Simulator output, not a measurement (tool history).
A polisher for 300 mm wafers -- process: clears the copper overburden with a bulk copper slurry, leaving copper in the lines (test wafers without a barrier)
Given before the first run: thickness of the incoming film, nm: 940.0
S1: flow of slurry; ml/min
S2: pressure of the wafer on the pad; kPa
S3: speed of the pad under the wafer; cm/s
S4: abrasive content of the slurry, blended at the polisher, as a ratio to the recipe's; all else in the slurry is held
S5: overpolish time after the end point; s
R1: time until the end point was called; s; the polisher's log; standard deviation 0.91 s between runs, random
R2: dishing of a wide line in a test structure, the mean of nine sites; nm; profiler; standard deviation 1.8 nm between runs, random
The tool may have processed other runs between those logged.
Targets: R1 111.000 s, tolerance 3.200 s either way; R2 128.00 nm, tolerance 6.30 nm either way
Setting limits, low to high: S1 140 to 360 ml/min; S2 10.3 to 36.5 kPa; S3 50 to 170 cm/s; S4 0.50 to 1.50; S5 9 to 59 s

run,hour,S1,S2,S3,S4,S5,R1,R2
1,0.0,230,23.4,110,1.00,30,79.504,138.73
2,6.6,225,21.4,110,1.00,33,86.423,139.67
3,9.2,175,21.4,110,1.00,33,88.921,138.37
4,10.3,175,20.0,110,1.00,34,96.663,131.42
5,11.6,170,19.3,110,1.00,35,98.777,135.94
6,14.4,170,18.6,110,1.00,35,101.750,128.74
7,19.2,165,17.9,110,1.00,36,108.870,132.41
8,26.3,165,17.9,110,1.00,35,108.760,125.02
9,27.3,165,17.9,110,1.00,36,107.030,128.87

Of the 5 settings listed for the next run, only one would bring every result within its allowed miss of target. Which one?
A,28.3,235,18.6,108,1.10,34,?,?
B,28.3,165,17.2,118,1.10,36,?,?
C,28.3,145,22.8,86,1.20,32,?,?
D,28.3,195,19.3,110,1.00,29,?,?
E,28.3,180,16.5,118,0.85,38,?,?

move,R1,R2
A,98.944,132.11
B,102.590,130.31
C,106.890,131.54
D,98.093,126.32
E,111.310,127.80
A: lands further from the targets than the last run did
B: lands further from the targets than the last run did
C: as far off as the last run
D: lands further from the targets than the last run did
E: each result inside its tolerance
Go with E: it meets all targets.

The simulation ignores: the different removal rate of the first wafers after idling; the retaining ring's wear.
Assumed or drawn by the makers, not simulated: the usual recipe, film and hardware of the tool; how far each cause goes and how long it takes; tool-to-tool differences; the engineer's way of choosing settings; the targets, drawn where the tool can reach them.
